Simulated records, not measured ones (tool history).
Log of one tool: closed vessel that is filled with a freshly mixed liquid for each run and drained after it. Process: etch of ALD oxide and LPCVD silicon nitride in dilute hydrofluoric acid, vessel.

run,hour,temperature setpoint of the liquid (C),parts of water to one part of 49 % hydrofluoric acid (parts by volume),time in the liquid (s),thickness taken off the ALD oxide on a monitor wafer (Å),thickness taken off the LPCVD silicon nitride on a monitor wafer (Å)
1,0.0,23.0,120,220,290.95,8.8403
2,1.8,20.5,120,220,261.52,7.9100
3,8.1,21.5,120,220,277.96,7.8568
4,15.1,22.5,120,220,283.29,8.9138
5,16.1,22.5,120,135,172.74,5.5482
6,23.0,22.5,120,190,250.07,7.6897
7,29.6,23.5,120,190,254.33,8.0560

Estimate the outcome of run 8 from the log above:
# hour 32.0: hydrofluoric acid flow meter replaced
8,32.0,24.0,120,190,?,?

{"run 8": {"thickness taken off the ALD oxide on a monitor wafer (Å)": 231.28, "thickness taken off the LPCVD silicon nitride on a monitor wafer (Å)": 7.3895}}

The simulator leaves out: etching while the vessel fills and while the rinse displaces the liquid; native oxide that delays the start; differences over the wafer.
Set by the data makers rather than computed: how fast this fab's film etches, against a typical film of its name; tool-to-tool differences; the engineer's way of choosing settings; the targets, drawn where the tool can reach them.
